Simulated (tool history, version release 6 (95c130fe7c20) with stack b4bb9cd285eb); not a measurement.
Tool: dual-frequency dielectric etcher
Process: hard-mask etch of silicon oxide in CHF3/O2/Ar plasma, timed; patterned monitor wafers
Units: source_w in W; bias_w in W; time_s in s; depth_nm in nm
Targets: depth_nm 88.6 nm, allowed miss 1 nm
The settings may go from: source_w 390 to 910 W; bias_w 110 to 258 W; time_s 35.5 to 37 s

run,day,source_w,bias_w,time_s,depth_nm
1,0,650,184,35.5,74.943
2,0.025,680,185,35.5,76.033
3,0.304,680,164,35.5,73.534
4,0.6,680,164,35.5,73.187
5,0.754,680,175,35.5,74.84
6,0.933,680,145,35.5,70.487
7,1.079,700,150,35.5,71.992
8,1.125,830,187,35.5,82.75
9,1.4,840,189,35.5,84.202
10,1.633,850,190,35.5,85.05
11,1.825,850,190,35.5,84.718
12,2.117,860,191,35.5,85.193
13,2.142,870,192,35.5,84.931
14,2.425,870,193,35.5,85.764
15,2.608,870,194,35.5,86.09
16,2.85,890,196,35.5,87.027

4 next moves are on the table. One of them brings every result within its allowed miss. Which?
A,3.092,760,213,36.5,?
B,3.092,910,193,36,?
C,3.092,840,208,35.5,?
D,3.092,910,162,37,?

move,depth_nm
A,86.755
B,89.104
C,87.21
D,86.435
A: further off than the last run
B: meets every target
C: nearer than the last run, and not there yet
D: further off than the last run
Move B is the one to make.
